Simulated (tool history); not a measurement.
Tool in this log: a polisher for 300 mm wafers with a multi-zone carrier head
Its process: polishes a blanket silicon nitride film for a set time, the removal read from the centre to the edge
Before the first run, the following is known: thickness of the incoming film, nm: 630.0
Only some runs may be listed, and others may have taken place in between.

run	hour	flow of slurry (ml/min)	pressure of the head's centre zone	pressure of the head's middle zone	pressure of the head's edge zone	polishing time (s)	film removed at the wafer's centre (Å)	film removed at mid-radius (Å)	film removed at the wafer's edge (Å)
1	0.0	210	1.00	1.00	1.00	76	835.53	852.23	860.76
2	8.6	210	0.99	1.00	0.98	71	764.51	794.61	781.77
3	10.1	205	0.97	0.99	0.96	68	720.16	754.09	736.82
4	15.0	200	0.95	0.98	0.94	66	679.05	726.77	718.88
5	17.1	200	0.95	0.98	0.93	63	648.60	695.18	667.44
# hour 25.5: slurry nozzle cleaned
6	25.5	200	0.95	0.98	0.93	74	800.22	837.79	802.32
7	28.7	200	0.95	0.98	0.92	70	766.25	790.24	759.18

For run 8, what comes out?
8	37.1	200	0.96	0.99	0.93	66	?	?	?

Run 8 gave film removed at the wafer's centre (Å) 733.63, film removed at mid-radius (Å) 765.83, film removed at the wafer's edge (Å) 725.17.

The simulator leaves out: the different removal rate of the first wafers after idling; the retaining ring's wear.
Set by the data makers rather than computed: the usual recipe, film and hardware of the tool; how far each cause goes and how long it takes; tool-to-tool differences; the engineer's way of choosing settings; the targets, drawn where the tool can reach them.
